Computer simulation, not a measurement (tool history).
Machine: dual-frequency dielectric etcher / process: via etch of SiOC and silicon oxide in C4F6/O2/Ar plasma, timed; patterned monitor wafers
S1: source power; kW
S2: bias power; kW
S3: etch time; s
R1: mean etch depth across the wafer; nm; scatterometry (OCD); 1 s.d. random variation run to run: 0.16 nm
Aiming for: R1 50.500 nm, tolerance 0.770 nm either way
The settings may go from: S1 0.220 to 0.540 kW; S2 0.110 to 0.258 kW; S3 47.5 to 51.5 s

| run | hour | S1 | S2 | S3 | R1 |
|---|---|---|---|---|---|
| 1 | 0.0 | 0.380 | 0.184 | 51.5 | 54.738 |
| 2 | 5.2 | 0.370 | 0.183 | 51.5 | 53.687 |
| 3 | 7.9 | 0.360 | 0.183 | 51.5 | 53.480 |
| 4 | 11.9 | 0.350 | 0.182 | 51.5 | 52.862 |
| 5 | 15.3 | 0.350 | 0.182 | 47.5 | 48.542 |
| 6 | 17.5 | 0.350 | 0.158 | 47.5 | 46.568 |
| 7 | 22.6 | 0.360 | 0.158 | 47.5 | 47.335 |
| 8 | 30.2 | 0.370 | 0.158 | 47.5 | 47.288 |
| 9 | 32.8 | 0.370 | 0.158 | 47.5 | 47.735 |

Which one of the following 4 next-run settings gets every result inside its allowed miss? There is exactly one.
| A | 35.4 | 0.360 | 0.166 | 50.0 | ? |
| B | 35.4 | 0.250 | 0.231 | 48.5 | ? |
| C | 35.4 | 0.360 | 0.165 | 51.5 | ? |
| D | 35.4 | 0.370 | 0.139 | 48.0 | ? |

| move | R1 |
|---|---|
| A | 50.173 |
| B | 48.534 |
| C | 51.583 |
| D | 46.078 |
A: all results land within tolerance of their targets
B: nearer the targets than the last run, but a result is still out of spec
C: pushes the last run's worst result past its target
D: moves away from the targets compared with the last run
A meets every target.
